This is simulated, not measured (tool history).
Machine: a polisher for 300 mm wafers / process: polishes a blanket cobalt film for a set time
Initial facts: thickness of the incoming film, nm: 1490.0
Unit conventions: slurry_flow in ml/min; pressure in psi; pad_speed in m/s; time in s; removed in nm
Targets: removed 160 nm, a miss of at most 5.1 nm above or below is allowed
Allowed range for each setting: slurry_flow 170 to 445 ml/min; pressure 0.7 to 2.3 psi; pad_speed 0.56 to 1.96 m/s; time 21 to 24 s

{"run": 1, "hour": 0.0, "slurry_flow": 285, "pressure": 1.5, "pad_speed": 1.26, "time": 24, "removed": 111.2}
{"run": 2, "hour": 8.1, "slurry_flow": 320, "pressure": 1.5, "pad_speed": 1.26, "time": 24, "removed": 110.68}
{"run": 3, "hour": 13.0, "slurry_flow": 275, "pressure": 1.5, "pad_speed": 1.26, "time": 24, "removed": 110.71}
{"run": 4, "hour": 19.1, "slurry_flow": 275, "pressure": 1.5, "pad_speed": 1.26, "time": 24, "removed": 111.18}
{"run": 5, "hour": 24.2, "slurry_flow": 275, "pressure": 1.7, "pad_speed": 1.26, "time": 24, "removed": 123.53}
{"run": 6, "hour": 26.8, "slurry_flow": 275, "pressure": 1.7, "pad_speed": 1.26, "time": 24, "removed": 125.86}
{"run": 7, "hour": 27.8, "slurry_flow": 275, "pressure": 1.8, "pad_speed": 1.26, "time": 24, "removed": 132.06}
{"run": 8, "hour": 33.8, "slurry_flow": 275, "pressure": 1.9, "pad_speed": 1.26, "time": 24, "removed": 138.06}
{"run": 9, "hour": 34.4, "slurry_flow": 275, "pressure": 2.1, "pad_speed": 1.26, "time": 24, "removed": 155.26}

Next run, 4 choices. One meets every target within its allowed miss, the rest don't. Which?
{"run": "A", "hour": 35.0, "slurry_flow": 270, "pressure": 2, "pad_speed": 1.26, "time": 24, "removed": "?"}
{"run": "B", "hour": 35.0, "slurry_flow": 265, "pressure": 2.1, "pad_speed": 1.22, "time": 24, "removed": "?"}
{"run": "C", "hour": 35.0, "slurry_flow": 305, "pressure": 1.9, "pad_speed": 1.44, "time": 24, "removed": "?"}
{"run": "D", "hour": 35.0, "slurry_flow": 355, "pressure": 2.3, "pad_speed": 1.14, "time": 23, "removed": "?"}

move=A removed=146.31
move=B removed=148.6
move=C removed=159.54
move=D removed=149.05
A: further off than the last run
B: further off than the last run
C: every result lands within tolerance
D: further off than the last run
Answer: C
